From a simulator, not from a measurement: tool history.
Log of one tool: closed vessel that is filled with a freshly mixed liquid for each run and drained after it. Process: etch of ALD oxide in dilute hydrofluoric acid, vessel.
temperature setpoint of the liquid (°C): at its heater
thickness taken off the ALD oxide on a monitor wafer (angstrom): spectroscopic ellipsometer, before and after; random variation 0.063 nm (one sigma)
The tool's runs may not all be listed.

run  hour  temperature setpoint of the liquid (°C)  parts of water to one part of 49 % hydrofluoric acid (parts by volume)  time in the liquid (s)  thickness taken off the ALD oxide on a monitor wafer (angstrom)
  1     0                                       23                                                                     225                      75                                                           55.267
  2   2.8                                       23                                                                     265                      75                                                           44.916
  3   4.9                                       23                                                                     200                      75                                                           63.408
  4    11                                       24                                                                     190                      75                                                           69.697
  5  16.9                                       23                                                                     190                      75                                                           67.838
  6  19.1                                       24                                                                     180                      75                                                            75.19
  7  27.3                                       24                                                                     180                      75                                                           74.617
  8  28.8                                       25                                                                     175                      75                                                           80.748
  9  33.1                                       26                                                                     175                      75                                                           82.997
 10    39                                     26.5                                                                     170                      75                                                           88.133
 11  46.7                                       27                                                                     170                      75                                                           89.967
 12  53.3                                     27.5                                                                     170                      75                                                            91.77
 13  61.3                                     27.5                                                                     170                      75                                                           92.078
 14  66.3                                       28                                                                     170                      75                                                           94.398
 15  71.8                                     28.5                                                                     170                      75                                                            94.27
     74.6  -- thermometer replaced
 16  74.6                                       29                                                                     165                      75                                                           94.174
 17  83.1                                     29.5                                                                     160                      75                                                           98.788

The next listed run, before its measurement:
 18  84.4                                     29.5                                                                     155                      75                                                                ?

{"run 18": {"thickness taken off the ALD oxide on a monitor wafer (angstrom)": 103.85}}
